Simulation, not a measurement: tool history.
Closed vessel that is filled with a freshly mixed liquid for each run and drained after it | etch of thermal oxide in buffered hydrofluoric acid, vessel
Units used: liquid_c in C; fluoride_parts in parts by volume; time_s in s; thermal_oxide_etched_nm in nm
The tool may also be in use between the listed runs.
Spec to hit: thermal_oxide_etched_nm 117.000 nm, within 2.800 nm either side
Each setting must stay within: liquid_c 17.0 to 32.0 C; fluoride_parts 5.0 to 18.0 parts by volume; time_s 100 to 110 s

| run | hour | liquid_c | fluoride_parts | time_s | thermal_oxide_etched_nm |
|---|---|---|---|---|---|
| 1 | 0.0 | 24.0 | 11.0 | 100 | 111.700 |
| 2 | 2.4 | 25.5 | 11.0 | 100 | 119.820 |
| 3 | 11.1 | 22.0 | 11.0 | 100 | 99.394 |
| 4 | 17.1 | 22.5 | 11.0 | 100 | 102.180 |
| 5 | 25.1 | 23.0 | 11.0 | 100 | 104.720 |
| 6 | 32.6 | 23.5 | 11.0 | 100 | 106.910 |
|  | 36.3 | hydrofluoric acid flow meter replaced |
| 7 | 36.3 | 24.0 | 11.0 | 100 | 104.680 |
| 8 | 37.4 | 24.5 | 11.0 | 100 | 106.850 |

Pick the move, out of 4, that brings all results within their allowed miss; only one does.
| A | 38.5 | 23.5 | 10.0 | 100 | ? |
| B | 38.5 | 25.5 | 12.0 | 105 | ? |
| C | 38.5 | 23.5 | 10.5 | 105 | ? |
| D | 38.5 | 27.0 | 12.0 | 105 | ? |

| move | thermal_oxide_etched_nm |
|---|---|
| A | 110.920 |
| B | 108.700 |
| C | 111.070 |
| D | 117.830 |
A: an improvement on the last run, though not all results are within tolerance
B: an improvement on the last run, though not all results are within tolerance
C: an improvement on the last run, though not all results are within tolerance
D: every result lands within tolerance
Move D is the one to make.

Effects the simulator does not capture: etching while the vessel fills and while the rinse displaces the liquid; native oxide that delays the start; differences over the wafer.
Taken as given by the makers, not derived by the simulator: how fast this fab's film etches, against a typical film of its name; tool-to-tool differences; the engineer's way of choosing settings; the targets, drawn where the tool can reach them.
